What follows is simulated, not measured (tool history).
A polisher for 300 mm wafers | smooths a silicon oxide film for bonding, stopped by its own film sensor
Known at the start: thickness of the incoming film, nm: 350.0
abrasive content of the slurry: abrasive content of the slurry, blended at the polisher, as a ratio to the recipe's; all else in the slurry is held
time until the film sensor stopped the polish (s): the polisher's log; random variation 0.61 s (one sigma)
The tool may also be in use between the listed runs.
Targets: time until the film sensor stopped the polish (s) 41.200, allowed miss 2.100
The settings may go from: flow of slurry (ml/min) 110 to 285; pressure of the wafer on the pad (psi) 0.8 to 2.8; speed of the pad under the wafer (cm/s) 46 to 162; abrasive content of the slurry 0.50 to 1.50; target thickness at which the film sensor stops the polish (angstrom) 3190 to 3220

run	hour	flow of slurry (ml/min)	pressure of the wafer on the pad (psi)	speed of the pad under the wafer (cm/s)	abrasive content of the slurry	target thickness at which the film sensor stops the polish (angstrom)	time until the film sensor stopped the polish (s)
1	0.0	180	1.8	104	1.00	3190	58.531
2	5.6	180	1.8	124	1.00	3190	50.681
3	13.7	180	1.9	124	1.00	3190	48.453
4	19.0	180	1.9	100	1.00	3190	59.231
5	25.7	180	1.9	100	0.80	3190	63.523
6	32.4	205	1.9	100	0.80	3190	62.642
# hour 40.5: worn pad replaced by a new one
7	40.5	205	2.0	102	0.80	3190	54.377
8	42.4	215	2.0	102	0.80	3190	53.925
9	49.0	225	2.0	102	0.80	3190	53.193
10	57.5	230	2.1	102	0.80	3190	51.139

5 next moves are on the table. One of them brings every result within its allowed miss. Which?
A	66.0	270	2.8	78	0.85	3220	?
B	66.0	225	1.7	92	0.80	3210	?
C	66.0	195	1.5	100	0.60	3190	?
D	66.0	220	2.0	98	0.85	3220	?
E	66.0	235	1.8	82	0.80	3190	?

move	time until the film sensor stopped the polish (s)
A	40.649
B	61.722
C	78.822
D	48.445
E	67.433
A: meets every target
B: further off than the last run
C: further off than the last run
D: nearer than the last run, and not there yet
E: further off than the last run
Move A is the one to make.
